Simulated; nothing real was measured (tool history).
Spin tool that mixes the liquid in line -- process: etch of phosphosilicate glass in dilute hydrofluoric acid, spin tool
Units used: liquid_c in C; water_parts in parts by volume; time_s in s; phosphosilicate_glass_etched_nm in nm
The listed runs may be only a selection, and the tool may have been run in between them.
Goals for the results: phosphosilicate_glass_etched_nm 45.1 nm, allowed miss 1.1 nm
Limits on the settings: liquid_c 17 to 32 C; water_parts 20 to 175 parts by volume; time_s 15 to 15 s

| run | hour | liquid_c | water_parts | time_s | phosphosilicate_glass_etched_nm |
|---|---|---|---|---|---|
| 1 | 0 | 24 | 95 | 15 | 20.56 |
| 2 | 7.9 | 26 | 85 | 15 | 25.871 |
| 3 | 9.4 | 26 | 70 | 15 | 31.531 |
| 4 | 11.6 | 26 | 70 | 15 | 31.455 |
| 5 | 12.6 | 26 | 95 | 15 | 22.268 |
|  | 19.7 | thermometer replaced |
| 6 | 19.7 | 27.5 | 85 | 15 | 25.759 |
| 7 | 21.5 | 28.5 | 75 | 15 | 30.904 |
| 8 | 24 | 29.5 | 70 | 15 | 34.611 |

Which single option among these 4 for the next run brings every result within its allowed miss of target? Just one does.
| A | 26.5 | 29.5 | 55 | 15 | ? |
| B | 26.5 | 31 | 50 | 15 | ? |
| C | 26.5 | 29.5 | 45 | 15 | ? |
| D | 26.5 | 27 | 80 | 15 | ? |

| move | phosphosilicate_glass_etched_nm |
|---|---|
| A | 44.618 |
| B | 52.445 |
| C | 55.368 |
| D | 26.834 |
A: every result lands within tolerance
B: the result that was furthest off in the last run now lies on the other side of its target
C: the result that was furthest off in the last run now lies on the other side of its target
D: misses by more than the last run did
The right move is A.
